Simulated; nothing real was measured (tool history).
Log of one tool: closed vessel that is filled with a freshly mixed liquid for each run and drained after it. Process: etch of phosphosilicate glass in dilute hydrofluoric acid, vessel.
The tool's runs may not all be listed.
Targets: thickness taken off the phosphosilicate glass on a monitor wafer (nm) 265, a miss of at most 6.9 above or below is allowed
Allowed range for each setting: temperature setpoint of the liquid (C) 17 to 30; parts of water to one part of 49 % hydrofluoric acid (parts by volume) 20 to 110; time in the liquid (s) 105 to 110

run  hour  temperature setpoint of the liquid (C)  parts of water to one part of 49 % hydrofluoric acid (parts by volume)  time in the liquid (s)  thickness taken off the phosphosilicate glass on a monitor wafer (nm)
  1     0                                      22                                                                      60                     105                                                                 365.93
  2   1.6                                      22                                                                      70                     105                                                                 309.91
  3   2.3                                      22                                                                      55                     105                                                                 400.86
  4   9.8                                      22                                                                      55                     110                                                                 420.13
  5  14.1                                      22                                                                      55                     110                                                                 421.56
  6    20                                      22                                                                      55                     105                                                                 400.84
  7  27.2                                      21                                                                      55                     105                                                                 385.79
  8  29.7                                    20.5                                                                      60                     105                                                                  342.9
  9  32.8                                      20                                                                      60                     105                                                                 337.06
 10  38.3                                    19.5                                                                      60                     105                                                                 329.57
 11  44.9                                      19                                                                      60                     105                                                                 322.73
 12  46.6                                    18.5                                                                      60                     105                                                                 317.27
 13  47.5                                      18                                                                      60                     105                                                                 309.72

Which single option among these 4 for the next run brings every result within its allowed miss of target? Just one does.
  A  48.4                                    17.5                                                                      50                     110                                                                      ?
  B  48.4                                    18.5                                                                      55                     110                                                                      ?
  C  48.4                                      17                                                                      60                     105                                                                      ?
  D  48.4                                    18.5                                                                      70                     105                                                                      ?

move  thickness taken off the phosphosilicate glass on a monitor wafer (nm)
   A                                                                 385.44
   B                                                                 363.74
   C                                                                 296.71
   D                                                                 268.18
A: lands further from the targets than the last run did
B: lands further from the targets than the last run did
C: better than the last run, though not everything is in spec
D: each result inside its tolerance
So the answer is move D, the one that meets all the targets.
